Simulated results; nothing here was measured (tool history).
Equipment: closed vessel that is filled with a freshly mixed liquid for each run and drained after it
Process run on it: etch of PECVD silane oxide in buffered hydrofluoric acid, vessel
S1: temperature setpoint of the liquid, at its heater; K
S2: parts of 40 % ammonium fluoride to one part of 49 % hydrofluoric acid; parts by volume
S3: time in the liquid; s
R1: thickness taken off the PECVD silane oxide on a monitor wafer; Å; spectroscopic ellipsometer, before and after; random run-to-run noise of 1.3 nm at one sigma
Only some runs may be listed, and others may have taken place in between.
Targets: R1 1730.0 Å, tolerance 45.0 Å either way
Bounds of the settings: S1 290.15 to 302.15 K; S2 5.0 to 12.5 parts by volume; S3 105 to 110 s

| run | hour | S1 | S2 | S3 | R1 |
|---|---|---|---|---|---|
| 1 | 0.0 | 294.15 | 7.5 | 105 | 2949.8 |
| 2 | 4.6 | 293.65 | 7.5 | 105 | 2874.7 |
| 3 | 8.3 | 293.65 | 7.5 | 110 | 3022.9 |
| 4 | 11.4 | 293.65 | 8.5 | 110 | 2619.4 |
| 5 | 13.6 | 293.15 | 8.5 | 110 | 2592.9 |
| 6 | 18.3 | 293.15 | 8.5 | 110 | 2524.0 |
| 7 | 19.1 | 292.65 | 8.5 | 110 | 2488.2 |
| 8 | 21.7 | 291.15 | 9.5 | 110 | 2056.5 |
| 9 | 25.4 | 290.65 | 10.0 | 110 | 1961.8 |
| 10 | 30.9 | 290.15 | 10.5 | 110 | 1805.9 |

Which of these 4 next moves meets every target?
| A | 36.4 | 290.65 | 10.0 | 105 | ? |
| B | 36.4 | 290.65 | 10.0 | 110 | ? |
| C | 36.4 | 290.15 | 11.0 | 110 | ? |
| D | 36.4 | 291.65 | 10.5 | 105 | ? |

| move | R1 |
|---|---|
| A | 1873.5 |
| B | 1962.7 |
| C | 1738.3 |
| D | 1890.9 |
A: the biggest miss grows against the last run
B: the biggest miss grows against the last run
C: each result inside its tolerance
D: the biggest miss grows against the last run
Move C is the one to make.
